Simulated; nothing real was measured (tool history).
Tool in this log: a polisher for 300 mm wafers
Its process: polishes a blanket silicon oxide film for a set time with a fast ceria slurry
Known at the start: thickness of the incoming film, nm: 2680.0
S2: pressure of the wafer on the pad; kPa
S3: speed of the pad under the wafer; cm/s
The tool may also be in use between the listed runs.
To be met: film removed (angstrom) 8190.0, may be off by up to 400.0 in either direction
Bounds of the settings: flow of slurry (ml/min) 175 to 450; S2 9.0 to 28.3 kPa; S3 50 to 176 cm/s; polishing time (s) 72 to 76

{"run": 1, "hour": 0.0, "flow of slurry (ml/min)": 290, "S2": 18.6, "S3": 112, "polishing time (s)": 72, "film removed (angstrom)": 13637.0}
{"run": 2, "hour": 8.7, "flow of slurry (ml/min)": 290, "S2": 16.5, "S3": 112, "polishing time (s)": 72, "film removed (angstrom)": 12233.0}
{"run": 3, "hour": 15.6, "flow of slurry (ml/min)": 290, "S2": 14.5, "S3": 110, "polishing time (s)": 72, "film removed (angstrom)": 11294.0}
{"run": 4, "hour": 21.7, "flow of slurry (ml/min)": 290, "S2": 14.5, "S3": 110, "polishing time (s)": 72, "film removed (angstrom)": 10934.0}
{"run": 5, "hour": 22.4, "flow of slurry (ml/min)": 290, "S2": 13.1, "S3": 108, "polishing time (s)": 72, "film removed (angstrom)": 9995.0}
{"run": 6, "hour": 30.3, "flow of slurry (ml/min)": 290, "S2": 13.1, "S3": 132, "polishing time (s)": 72, "film removed (angstrom)": 12048.0}
{"run": 7, "hour": 37.9, "flow of slurry (ml/min)": 290, "S2": 11.7, "S3": 124, "polishing time (s)": 72, "film removed (angstrom)": 10362.0}
{"run": 8, "hour": 38.5, "flow of slurry (ml/min)": 290, "S2": 11.0, "S3": 120, "polishing time (s)": 72, "film removed (angstrom)": 9529.8}
{"run": 9, "hour": 42.5, "flow of slurry (ml/min)": 290, "S2": 10.3, "S3": 118, "polishing time (s)": 72, "film removed (angstrom)": 8957.8}

Pick the move, out of 4, that brings all results within their allowed miss; only one does.
{"run": "A", "hour": 46.5, "flow of slurry (ml/min)": 180, "S2": 14.5, "S3": 94, "polishing time (s)": 74, "film removed (angstrom)": "?"}
{"run": "B", "hour": 46.5, "flow of slurry (ml/min)": 295, "S2": 9.0, "S3": 106, "polishing time (s)": 72, "film removed (angstrom)": "?"}
{"run": "C", "hour": 46.5, "flow of slurry (ml/min)": 260, "S2": 9.7, "S3": 104, "polishing time (s)": 73, "film removed (angstrom)": "?"}
{"run": "D", "hour": 46.5, "flow of slurry (ml/min)": 325, "S2": 11.7, "S3": 98, "polishing time (s)": 72, "film removed (angstrom)": "?"}

move=A film_removed_(angstrom)=9129.0
move=B film_removed_(angstrom)=7265.2
move=C film_removed_(angstrom)=7550.8
move=D film_removed_(angstrom)=8375.7
A: moves away from the targets compared with the last run
B: carries the result that was furthest off beyond its target, to the other side
C: carries the result that was furthest off beyond its target, to the other side
D: each result inside its tolerance
Go with D: it meets all targets.
